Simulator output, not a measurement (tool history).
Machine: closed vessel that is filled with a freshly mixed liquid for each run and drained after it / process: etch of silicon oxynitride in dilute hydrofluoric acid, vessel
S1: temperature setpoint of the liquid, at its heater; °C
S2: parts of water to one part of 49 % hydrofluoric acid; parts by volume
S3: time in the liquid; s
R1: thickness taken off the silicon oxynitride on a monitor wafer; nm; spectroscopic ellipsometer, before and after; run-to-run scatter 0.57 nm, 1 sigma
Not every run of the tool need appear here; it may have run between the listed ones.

Run 1, hour 0: S1 23 °C, S2 185 parts by volume, S3 2670 s. Result: R1 36.328 nm.
Run 2, hour 1.8: S1 25.5 °C, S2 170 parts by volume, S3 2670 s. Result: R1 44.635 nm.
Run 3, hour 4.5: S1 27 °C, S2 160 parts by volume, S3 2670 s. Result: R1 51.687 nm.
Run 4, hour 13.8: S1 28 °C, S2 155 parts by volume, S3 2670 s. Result: R1 55.947 nm.
Run 5, hour 18.2: S1 29 °C, S2 150 parts by volume, S3 2670 s. Result: R1 60.6 nm.
Run 6, hour 22.4: S1 29 °C, S2 125 parts by volume, S3 2670 s. Result: R1 74.6 nm.
Run 7, hour 28: S1 28.5 °C, S2 125 parts by volume, S3 2670 s. Result: R1 72.792 nm.

Predict the results of run 8:
Run 8, hour 35.5: S1 28 °C, S2 125 parts by volume, S3 2670 s. Result: R1 ?.

Run 8 produced R1 72.412 nm.
